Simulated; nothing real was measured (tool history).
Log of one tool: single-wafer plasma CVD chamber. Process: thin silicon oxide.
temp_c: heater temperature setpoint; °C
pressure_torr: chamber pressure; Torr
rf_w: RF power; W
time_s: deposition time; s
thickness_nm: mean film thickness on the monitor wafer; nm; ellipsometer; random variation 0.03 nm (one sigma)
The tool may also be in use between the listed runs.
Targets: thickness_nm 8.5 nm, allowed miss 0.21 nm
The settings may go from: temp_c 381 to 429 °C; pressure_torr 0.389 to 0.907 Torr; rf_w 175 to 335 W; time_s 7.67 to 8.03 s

| run | hour | temp_c | pressure_torr | rf_w | time_s | thickness_nm |
|---|---|---|---|---|---|---|
| 1 | 0 | 405 | 0.648 | 255 | 8.03 | 11.224 |
| 2 | 6.5 | 405 | 0.648 | 255 | 7.67 | 10.784 |
| 3 | 13.7 | 405 | 0.629 | 255 | 7.67 | 10.397 |
| 4 | 17.3 | 414 | 0.629 | 255 | 7.67 | 10.355 |
| 5 | 19.8 | 414 | 0.614 | 255 | 7.67 | 10.11 |
| 6 | 27.9 | 414 | 0.614 | 240 | 7.67 | 9.7997 |
| 7 | 32.6 | 414 | 0.614 | 240 | 7.67 | 9.7844 |
| 8 | 33.5 | 414 | 0.614 | 240 | 7.67 | 9.7572 |
| 9 | 42.1 | 414 | 0.603 | 240 | 7.67 | 9.5507 |
| 10 | 43 | 414 | 0.595 | 240 | 7.67 | 9.4446 |
| 11 | 48.6 | 414 | 0.587 | 240 | 7.67 | 9.3962 |
| 12 | 56.4 | 414 | 0.587 | 240 | 7.67 | 9.2784 |
| 13 | 59.5 | 414 | 0.581 | 240 | 7.67 | 9.2508 |
| 14 | 60.8 | 414 | 0.574 | 240 | 7.67 | 9.1912 |
| 15 | 61.9 | 414 | 0.567 | 240 | 7.67 | 9.0045 |
| 16 | 69.7 | 414 | 0.563 | 240 | 7.67 | 8.9275 |
| 17 | 78.1 | 414 | 0.559 | 240 | 7.67 | 8.8605 |
| 18 | 84.9 | 414 | 0.559 | 240 | 7.67 | 8.8885 |
| 19 | 89.5 | 414 | 0.556 | 240 | 7.67 | 8.8357 |
|  | 91.9 | thermocouple changed; heater temperature recalibrated |
| 20 | 91.9 | 414 | 0.553 | 240 | 7.67 | 8.8395 |
| 21 | 95.2 | 414 | 0.55 | 240 | 7.67 | 8.8078 |
| 22 | 102.3 | 414 | 0.547 | 240 | 7.67 | 8.7714 |

Which of these 4 next moves meets every target?
| A | 109.4 | 415 | 0.572 | 245 | 7.67 | ? |
| B | 109.4 | 415 | 0.551 | 230 | 7.67 | ? |
| C | 109.4 | 409 | 0.495 | 225 | 7.98 | ? |
| D | 109.4 | 405 | 0.616 | 200 | 8.03 | ? |

| move | thickness_nm |
|---|---|
| A | 9.2671 |
| B | 8.5744 |
| C | 7.9576 |
| D | 9.0935 |
A: further off than the last run
B: meets every target
C: takes the result that was furthest off past its target
D: further off than the last run
Move B is the one to make.
